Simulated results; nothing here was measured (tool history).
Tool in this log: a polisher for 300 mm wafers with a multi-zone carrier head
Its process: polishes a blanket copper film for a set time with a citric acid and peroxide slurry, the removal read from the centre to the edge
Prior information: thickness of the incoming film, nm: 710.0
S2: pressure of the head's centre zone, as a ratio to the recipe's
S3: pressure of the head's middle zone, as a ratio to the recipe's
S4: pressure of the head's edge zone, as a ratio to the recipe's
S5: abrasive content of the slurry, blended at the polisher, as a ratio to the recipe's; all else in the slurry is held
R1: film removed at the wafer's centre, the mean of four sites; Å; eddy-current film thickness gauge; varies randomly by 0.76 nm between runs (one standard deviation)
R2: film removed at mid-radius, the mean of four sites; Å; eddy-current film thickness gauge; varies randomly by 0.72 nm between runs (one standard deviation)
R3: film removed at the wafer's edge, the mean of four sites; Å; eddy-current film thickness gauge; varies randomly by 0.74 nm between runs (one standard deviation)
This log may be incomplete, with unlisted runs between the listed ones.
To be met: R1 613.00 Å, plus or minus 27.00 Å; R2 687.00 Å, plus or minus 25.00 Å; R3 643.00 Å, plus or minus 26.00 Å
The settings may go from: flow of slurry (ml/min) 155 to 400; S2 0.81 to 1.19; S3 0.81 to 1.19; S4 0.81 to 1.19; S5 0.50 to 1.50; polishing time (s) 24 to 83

run 1 hour=0.0 | flow_of_slurry_(ml/min)=255 S2=1.00 S3=1.00 S4=1.00 S5=1.00 polishing_time_(s)=53 | R1=850.15 R2=861.64 R3=864.24
run 2 hour=0.8 | flow_of_slurry_(ml/min)=255 S2=0.97 S3=1.00 S4=0.96 S5=0.85 polishing_time_(s)=51 | R1=782.28 R2=783.23 R3=792.34
run 3 hour=7.1 | flow_of_slurry_(ml/min)=255 S2=1.00 S3=1.00 S4=0.96 S5=0.85 polishing_time_(s)=51 | R1=790.63 R2=797.46 R3=792.73
run 4 hour=11.5 | flow_of_slurry_(ml/min)=250 S2=0.97 S3=1.03 S4=0.93 S5=0.75 polishing_time_(s)=49 | R1=721.40 R2=743.81 R3=733.68
run 5 hour=20.1 | flow_of_slurry_(ml/min)=245 S2=0.95 S3=1.05 S4=0.90 S5=0.70 polishing_time_(s)=48 | R1=689.33 R2=733.37 R3=679.00
run 6 hour=21.4 | flow_of_slurry_(ml/min)=245 S2=0.95 S3=1.05 S4=0.90 S5=0.85 polishing_time_(s)=48 | R1=709.61 R2=785.63 R3=716.53
run 7 hour=23.2 | flow_of_slurry_(ml/min)=240 S2=0.92 S3=1.04 S4=0.88 S5=0.80 polishing_time_(s)=48 | R1=686.55 R2=755.97 R3=695.64
-- hour=26.9 edge zone pressure recalibrated
run 8 hour=26.9 | flow_of_slurry_(ml/min)=220 S2=0.82 S3=1.01 S4=0.83 S5=0.65 polishing_time_(s)=47 | R1=563.25 R2=659.37 R3=621.33
run 9 hour=32.4 | flow_of_slurry_(ml/min)=230 S2=0.84 S3=1.01 S4=0.84 S5=0.65 polishing_time_(s)=47 | R1=589.30 R2=681.98 R3=604.56

Which single option among these 5 for the next run brings every result within its allowed miss of target? Just one does.
run A hour=37.9 | flow_of_slurry_(ml/min)=155 S2=0.81 S3=1.12 S4=0.90 S5=0.75 polishing_time_(s)=48 | R1=? R2=? R3=?
run B hour=37.9 | flow_of_slurry_(ml/min)=290 S2=0.90 S3=0.94 S4=0.81 S5=0.90 polishing_time_(s)=41 | R1=? R2=? R3=?
run C hour=37.9 | flow_of_slurry_(ml/min)=200 S2=0.89 S3=1.03 S4=0.90 S5=0.85 polishing_time_(s)=45 | R1=? R2=? R3=?
run D hour=37.9 | flow_of_slurry_(ml/min)=205 S2=0.81 S3=1.07 S4=0.89 S5=0.50 polishing_time_(s)=49 | R1=? R2=? R3=?
run E hour=37.9 | flow_of_slurry_(ml/min)=340 S2=0.86 S3=1.01 S4=0.81 S5=0.60 polishing_time_(s)=46 | R1=? R2=? R3=?

move=A R1=565.59 R2=738.16 R3=631.70
move=B R1=614.63 R2=627.58 R3=580.51
move=C R1=623.90 R2=697.73 R3=633.61
move=D R1=557.70 R2=695.62 R3=607.24
move=E R1=614.67 R2=690.82 R3=598.69
A: brings the last run's worst result on target, with another outside its allowed miss
B: further off than the last run
C: all results in spec
D: further off than the last run
E: further off than the last run
Correct choice: C, which meets every target
